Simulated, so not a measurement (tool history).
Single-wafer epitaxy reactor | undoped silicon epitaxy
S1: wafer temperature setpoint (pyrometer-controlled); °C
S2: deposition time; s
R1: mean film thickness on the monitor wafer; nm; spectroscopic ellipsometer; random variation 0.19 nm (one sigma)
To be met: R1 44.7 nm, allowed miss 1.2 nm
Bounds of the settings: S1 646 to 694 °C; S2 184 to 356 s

| run | day | S1 | S2 | R1 |
|---|---|---|---|---|
| 1 | 0 | 670 | 270 | 64.329 |
| 2 | 0.125 | 670 | 286 | 67.912 |
| 3 | 0.317 | 678 | 286 | 78.406 |
| 4 | 0.575 | 673 | 286 | 71.648 |
| 5 | 0.921 | 665 | 284 | 61.563 |
| 6 | 1.1 | 660 | 283 | 55.736 |
| 7 | 1.225 | 656 | 282 | 51.731 |
| 8 | 1.55 | 654 | 281 | 49.521 |
| 9 | 1.612 | 652 | 281 | 47.646 |
| 10 | 1.725 | 651 | 281 | 46.744 |
| 11 | 1.788 | 650 | 281 | 45.895 |

Which of these 5 next moves meets every target?
| A | 1.85 | 654 | 275 | ? |
| B | 1.85 | 650 | 294 | ? |
| C | 1.85 | 666 | 204 | ? |
| D | 1.85 | 650 | 290 | ? |
| E | 1.85 | 651 | 289 | ? |

| move | R1 |
|---|---|
| A | 48.689 |
| B | 48.243 |
| C | 45.214 |
| D | 47.587 |
| E | 48.335 |
A: further off than the last run
B: further off than the last run
C: meets every target
D: further off than the last run
E: further off than the last run
Move C is the one to make.

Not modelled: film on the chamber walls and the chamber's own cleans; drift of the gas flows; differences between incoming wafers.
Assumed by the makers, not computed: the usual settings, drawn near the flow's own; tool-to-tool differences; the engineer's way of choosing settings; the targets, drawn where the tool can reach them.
